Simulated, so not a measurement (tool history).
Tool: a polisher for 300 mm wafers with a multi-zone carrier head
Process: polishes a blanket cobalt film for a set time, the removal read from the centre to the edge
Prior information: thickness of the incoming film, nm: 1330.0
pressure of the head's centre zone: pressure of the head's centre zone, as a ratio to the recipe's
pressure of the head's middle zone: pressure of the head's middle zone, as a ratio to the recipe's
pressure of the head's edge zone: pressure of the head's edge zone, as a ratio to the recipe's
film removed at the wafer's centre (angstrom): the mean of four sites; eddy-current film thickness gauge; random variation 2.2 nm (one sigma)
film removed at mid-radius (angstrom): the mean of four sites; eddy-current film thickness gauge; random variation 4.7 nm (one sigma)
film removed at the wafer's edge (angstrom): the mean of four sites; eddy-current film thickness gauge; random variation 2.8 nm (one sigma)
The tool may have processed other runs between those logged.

run,hour,flow of slurry (ml/min),pressure of the head's centre zone,pressure of the head's middle zone,pressure of the head's edge zone,polishing time (s),film removed at the wafer's centre (angstrom),film removed at mid-radius (angstrom),film removed at the wafer's edge (angstrom)
1,0,220,1,1,1,65,2907.9,2957.1,2925.4
2,7.3,220,1,1,1,57,2523.4,2538.5,2564.2
3,15.3,225,1.01,1.03,1.02,59,2657,2743.2,2719.4
4,19.9,235,1.02,1.05,1.03,60,2753.3,2903.9,2748.3
5,24.1,235,1.02,1.05,0.98,60,2777.8,2854.8,2686.1
6,33.1,235,1.02,1.05,1.05,60,2762.2,2874.5,2788.1
7,42.1,240,1.03,1.07,1.07,61,2823,3017.8,2840.5
# hour 49.1: slurry nozzle cleaned
8,49.1,245,1.04,1.08,1.08,62,3002.3,3128.5,2990.8
9,56.8,255,1.04,1.1,1.1,62,3042.7,3168.5,3054.4
10,65.7,255,1.04,1.1,1.1,62,3090.3,3154,3072.9
11,67,255,1.04,1.11,1.1,63,3128.8,3301.2,3073.1
12,70.5,265,1.04,1.12,1.11,63,3125.4,3354.8,3124.2
13,76.5,270,1.04,1.13,1.12,63,3128,3435.8,3154.1

Predict the results of run 14:
14,81.8,275,1.04,1.14,1.13,63,?,?,?

{"run 14": {"film removed at the wafer's centre (angstrom)": 3128.1, "film removed at mid-radius (angstrom)": 3459.1, "film removed at the wafer's edge (angstrom)": 3171.1}}
